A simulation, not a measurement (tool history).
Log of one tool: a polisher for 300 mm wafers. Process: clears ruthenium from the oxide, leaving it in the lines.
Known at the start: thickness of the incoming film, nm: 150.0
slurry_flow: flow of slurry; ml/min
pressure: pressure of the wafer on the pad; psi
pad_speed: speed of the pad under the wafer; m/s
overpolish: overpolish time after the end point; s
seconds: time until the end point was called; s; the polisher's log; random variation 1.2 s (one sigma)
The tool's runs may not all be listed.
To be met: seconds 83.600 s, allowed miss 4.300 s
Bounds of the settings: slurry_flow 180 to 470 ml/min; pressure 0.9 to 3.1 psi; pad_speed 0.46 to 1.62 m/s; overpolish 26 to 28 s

run	hour	slurry_flow	pressure	pad_speed	overpolish	seconds
1	0.0	300	2.0	1.04	26	130.050
2	2.7	300	2.0	1.04	28	129.990
3	11.4	300	2.0	0.82	28	155.750
4	17.3	300	2.3	0.82	28	139.980
5	21.9	300	2.4	0.86	28	130.960
6	27.1	300	2.5	0.90	28	119.630
7	28.5	300	2.5	0.90	28	119.680
8	36.1	300	2.6	0.92	28	113.350

Which of these 4 next moves meets every target?
A	43.7	360	2.4	1.10	26	?
B	43.7	430	3.1	1.32	28	?
C	43.7	240	1.8	1.20	27	?
D	43.7	335	2.9	1.18	26	?

move	seconds
A	101.750
B	69.146
C	125.890
D	81.996
A: nearer than the last run, and not there yet
B: takes the result that was furthest off past its target
C: further off than the last run
D: meets every target
Answer: D
